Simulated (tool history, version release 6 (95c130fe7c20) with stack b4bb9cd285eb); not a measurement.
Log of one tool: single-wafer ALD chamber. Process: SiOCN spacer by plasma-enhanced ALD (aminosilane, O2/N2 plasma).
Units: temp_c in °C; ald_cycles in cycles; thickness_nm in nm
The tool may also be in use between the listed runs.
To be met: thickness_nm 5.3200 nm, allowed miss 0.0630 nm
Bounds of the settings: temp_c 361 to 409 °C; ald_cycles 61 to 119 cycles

run	hour	temp_c	ald_cycles	thickness_nm
1	0.0	385	90	4.8560
2	8.0	377	90	4.8829
3	9.5	377	92	4.9968
4	13.6	373	92	4.9957
5	19.8	373	94	5.1015
6	27.4	373	102	5.5511
7	28.8	373	101	5.4725
8	35.9	373	100	5.4434

5 next moves are on the table. One of them brings every result within its allowed miss. Which?
A	43.0	379	98	?
B	43.0	378	101	?
C	43.0	372	101	?
D	43.0	384	100	?
E	43.0	386	101	?

move	thickness_nm
A	5.3374
B	5.5008
C	5.5008
D	5.4463
E	5.5008
A: meets every target
B: further off than the last run
C: further off than the last run
D: as far off as the last run
E: further off than the last run
Answer: A
